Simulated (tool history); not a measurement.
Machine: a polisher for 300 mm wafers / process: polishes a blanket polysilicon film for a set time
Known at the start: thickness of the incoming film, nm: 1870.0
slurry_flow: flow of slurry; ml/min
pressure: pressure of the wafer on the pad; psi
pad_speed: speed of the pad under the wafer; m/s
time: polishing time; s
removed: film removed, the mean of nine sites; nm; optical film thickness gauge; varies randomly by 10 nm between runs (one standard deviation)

run	day	slurry_flow	pressure	pad_speed	time	removed
1	0	215	2	1.08	71	449.4
2	0.029	215	2.2	1.08	71	485.75
3	0.279	215	2.2	1.08	71	488.03
4	0.388	215	2.2	0.86	71	395.21
5	0.683	215	2.2	0.86	74	398.12
6	1.029	215	2.3	0.92	74	455.29
7	1.379	215	2.4	0.96	74	483.35

What will run 8 give?
8	1.55	215	2.5	1	74	?

Run 8 gave removed 527.05 nm.
